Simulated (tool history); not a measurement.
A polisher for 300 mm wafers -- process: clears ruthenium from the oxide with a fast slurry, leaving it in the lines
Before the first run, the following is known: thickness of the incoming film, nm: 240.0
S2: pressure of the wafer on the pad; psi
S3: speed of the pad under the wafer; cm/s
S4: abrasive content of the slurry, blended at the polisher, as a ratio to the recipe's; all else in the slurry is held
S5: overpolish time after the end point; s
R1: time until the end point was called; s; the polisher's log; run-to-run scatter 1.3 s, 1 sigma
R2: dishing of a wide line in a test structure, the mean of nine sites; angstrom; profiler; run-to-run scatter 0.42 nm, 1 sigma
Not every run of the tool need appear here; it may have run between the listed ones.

run 1 hour=0.0 | flow_of_slurry_(ml/min)=175 S2=2.2 S3=100 S4=1.0 S5=14 | R1=62.442 R2=434.89
run 2 hour=5.4 | flow_of_slurry_(ml/min)=175 S2=2.1 S3=100 S4=1.0 S5=13 | R1=64.607 R2=393.03
run 3 hour=7.8 | flow_of_slurry_(ml/min)=175 S2=2.4 S3=100 S4=1.0 S5=13 | R1=57.641 R2=447.59
run 4 hour=10.4 | flow_of_slurry_(ml/min)=175 S2=2.2 S3=100 S4=1.0 S5=13 | R1=61.741 R2=410.62
run 5 hour=11.5 | flow_of_slurry_(ml/min)=175 S2=1.9 S3=100 S4=1.0 S5=13 | R1=70.472 R2=372.71
run 6 hour=12.7 | flow_of_slurry_(ml/min)=175 S2=1.9 S3=100 S4=1.1 S5=13 | R1=67.556 R2=372.28

The next listed run, before its measurement:
run 7 hour=18.4 | flow_of_slurry_(ml/min)=175 S2=1.8 S3=100 S4=1.1 S5=13 | R1=? R2=?

For run 7 the tool returned R1 72.685 s, R2 346.03 angstrom.

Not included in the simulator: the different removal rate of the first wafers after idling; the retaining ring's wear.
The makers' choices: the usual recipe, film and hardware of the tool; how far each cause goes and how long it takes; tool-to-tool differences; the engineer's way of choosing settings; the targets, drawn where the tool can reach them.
